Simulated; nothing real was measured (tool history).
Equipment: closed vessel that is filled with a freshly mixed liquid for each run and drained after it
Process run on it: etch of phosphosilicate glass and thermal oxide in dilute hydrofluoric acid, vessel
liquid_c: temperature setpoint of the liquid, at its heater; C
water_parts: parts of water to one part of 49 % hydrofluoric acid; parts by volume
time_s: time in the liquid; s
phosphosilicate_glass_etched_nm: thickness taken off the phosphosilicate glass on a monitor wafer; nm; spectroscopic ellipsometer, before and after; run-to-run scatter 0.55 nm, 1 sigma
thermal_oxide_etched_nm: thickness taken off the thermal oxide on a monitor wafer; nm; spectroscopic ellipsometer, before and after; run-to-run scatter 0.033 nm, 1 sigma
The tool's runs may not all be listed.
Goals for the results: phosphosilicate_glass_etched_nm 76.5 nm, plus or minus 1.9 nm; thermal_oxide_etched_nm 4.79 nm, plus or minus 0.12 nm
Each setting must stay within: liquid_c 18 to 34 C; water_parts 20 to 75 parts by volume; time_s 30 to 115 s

run  hour  liquid_c  water_parts  time_s  phosphosilicate_glass_etched_nm  thermal_oxide_etched_nm
  1     0        26           45      60                           104.09                   6.5791
  2   6.5      24.5           45      60                           98.181                   6.1224
  3   9.6      24.5           35      60                           128.55                   8.0259
  4  17.3      22.5           40      60                           101.71                   6.4459
  5  24.7      22.5           25      60                           166.65                   10.396
  6  30.6        21           30      60                           129.63                   8.1816
  7  38.1        20           35      60                           106.34                   6.7187
  8  44.3      19.5           40      60                           90.833                   5.6348

Of the 4 settings listed for the next run, only one would bring every result within its allowed miss of target. Which one?
  A  50.5      20.5           45      55                                ?                        ?
  B  50.5        21           40      45                                ?                        ?
  C  50.5        18           50      65                                ?                        ?
  D  50.5      21.5           40      45                                ?                        ?

move  phosphosilicate_glass_etched_nm  thermal_oxide_etched_nm
   A                           76.188                   4.8052
   B                           72.074                   4.5458
   C                           72.384                   4.5654
   D                           73.617                   4.6431
A: every result within its allowed miss
B: the result that was furthest off in the last run now lies on the other side of its target
C: the result that was furthest off in the last run now lies on the other side of its target
D: the result that was furthest off in the last run now lies on the other side of its target
A meets every target.
